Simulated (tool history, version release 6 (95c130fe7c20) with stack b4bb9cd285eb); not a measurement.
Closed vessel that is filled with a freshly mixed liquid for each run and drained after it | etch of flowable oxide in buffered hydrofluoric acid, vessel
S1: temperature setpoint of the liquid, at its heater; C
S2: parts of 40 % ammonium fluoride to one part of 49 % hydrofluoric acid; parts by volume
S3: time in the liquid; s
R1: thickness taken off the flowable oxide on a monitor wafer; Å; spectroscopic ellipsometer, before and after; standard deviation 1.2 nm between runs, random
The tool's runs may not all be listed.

run,hour,S1,S2,S3,R1
1,0,24,11,30,1512.3
2,8.6,24,9,30,1778.1
3,10.6,26,9,30,1991.6
4,17,26,9,30,2011.9
5,23.4,26,7,30,2627.6
6,30.2,26,5.5,30,3218.5
7,36.7,24,5.5,30,2896.3
8,44.6,24,5.5,30,2893.3
9,48,22.5,5.5,30,2660.6
10,50.1,21.5,5.5,30,2507.3
11,52.7,21,5.5,30,2435.5

Run 12 is up next; what results do you expect?
12,55.6,20.5,5.5,30,?

{"run 12": {"R1": 2386.4}}

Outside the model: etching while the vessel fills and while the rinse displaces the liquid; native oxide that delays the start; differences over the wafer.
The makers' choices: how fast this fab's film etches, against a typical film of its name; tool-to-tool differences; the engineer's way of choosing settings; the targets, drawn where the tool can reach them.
